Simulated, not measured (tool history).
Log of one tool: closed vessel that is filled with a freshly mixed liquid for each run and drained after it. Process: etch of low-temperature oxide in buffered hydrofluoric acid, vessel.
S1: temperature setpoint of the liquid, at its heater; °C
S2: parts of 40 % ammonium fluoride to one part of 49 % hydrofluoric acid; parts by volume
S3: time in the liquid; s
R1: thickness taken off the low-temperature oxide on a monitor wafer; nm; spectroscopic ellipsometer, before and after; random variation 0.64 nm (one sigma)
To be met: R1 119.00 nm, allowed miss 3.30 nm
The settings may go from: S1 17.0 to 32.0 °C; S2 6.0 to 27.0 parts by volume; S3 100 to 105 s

run  hour    S1    S2   S3      R1
  1   0.0  24.0  16.5  100  215.81
  2   1.9  24.0  20.5  100  177.31
  3   4.0  22.0  20.5  100  158.87
  4   9.0  20.5  20.5  100  147.62
  5  13.8  20.5  17.0  100  174.53
  6  19.5  19.5  18.0  100  156.90
  7  24.7  18.5  19.0  100  139.62
  8  32.7  18.0  19.5  100  132.42
  9  35.8  17.5  20.0  100  126.05

Which of these 4 next moves meets every target?
  A  38.9  17.0  18.5  105   ?
  B  38.9  18.5  25.5  105   ?
  C  38.9  20.0  23.5  100   ?
  D  38.9  17.0  19.0  105   ?

move      R1
   A  138.64
   B  118.19
   C  129.64
   D  135.03
A: further off than the last run
B: meets every target
C: further off than the last run
D: further off than the last run
The right move is B.
